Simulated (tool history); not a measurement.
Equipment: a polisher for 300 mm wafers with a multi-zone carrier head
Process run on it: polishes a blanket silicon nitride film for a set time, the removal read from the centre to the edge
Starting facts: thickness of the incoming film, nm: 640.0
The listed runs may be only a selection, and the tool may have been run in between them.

run	day	flow of slurry (ml/min)	pressure of the head's centre zone	pressure of the head's middle zone	pressure of the head's edge zone	polishing time (s)	film removed at the wafer's centre (angstrom)	film removed at mid-radius (angstrom)	film removed at the wafer's edge (angstrom)
1	0.000	290	1.00	1.00	1.00	45	732.27	736.61	740.52
2	0.275	290	1.06	1.00	1.00	45	780.77	733.45	737.86
3	0.375	295	1.06	1.02	1.03	48	812.73	798.85	803.04
4	0.746	295	1.06	1.09	1.03	48	837.70	845.02	812.67
5	0.971	300	1.07	1.11	1.06	50	876.05	893.32	855.78
6	1.267	300	1.08	1.12	1.08	52	910.42	937.00	879.69
7	1.296	305	1.08	1.11	1.09	54	961.60	955.89	932.12
8	1.454	310	1.08	1.12	1.11	55	976.03	1000.00	971.05
9	1.475	320	1.09	1.13	1.13	56	1009.70	1021.00	975.70
10	1.642	315	1.08	1.13	1.13	57	1018.40	1033.00	1002.60
11	1.679	315	1.08	1.13	1.13	57	997.83	1042.70	1011.50
12	1.996	315	1.09	1.13	1.14	58	1026.10	1048.70	1029.40
13	2.279	320	1.09	1.13	1.15	58	1037.20	1055.90	1043.40

The next listed run, before its measurement:
14	2.333	325	1.09	1.14	1.16	58	?	?	?

film removed at the wafer's centre (angstrom): 1048.20
film removed at mid-radius (angstrom): 1070.70
film removed at the wafer's edge (angstrom): 1051.50

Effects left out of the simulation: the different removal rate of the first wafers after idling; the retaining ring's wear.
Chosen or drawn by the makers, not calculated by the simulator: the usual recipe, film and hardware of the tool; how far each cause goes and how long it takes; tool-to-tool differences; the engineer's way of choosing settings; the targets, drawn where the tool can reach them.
